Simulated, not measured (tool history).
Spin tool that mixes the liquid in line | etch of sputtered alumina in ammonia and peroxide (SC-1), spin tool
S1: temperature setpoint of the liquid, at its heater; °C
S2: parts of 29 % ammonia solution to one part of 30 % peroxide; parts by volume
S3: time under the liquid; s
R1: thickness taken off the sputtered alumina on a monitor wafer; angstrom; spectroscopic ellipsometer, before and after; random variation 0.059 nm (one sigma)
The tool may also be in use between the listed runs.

| run | hour | S1 | S2 | S3 | R1 |
|---|---|---|---|---|---|
| 1 | 0.0 | 61.0 | 0.7 | 70 | 48.608 |
| 2 | 3.3 | 57.5 | 0.7 | 70 | 41.212 |
| 3 | 6.4 | 62.0 | 0.8 | 70 | 52.740 |
| 4 | 14.3 | 64.5 | 0.8 | 70 | 59.247 |
| 5 | 21.9 | 66.5 | 0.8 | 70 | 65.330 |
| 6 | 28.8 | 67.5 | 0.8 | 70 | 69.040 |

The next listed run, before its measurement:
| 7 | 36.1 | 68.5 | 0.8 | 70 | ? |

{"run 7": {"R1": 71.14}}
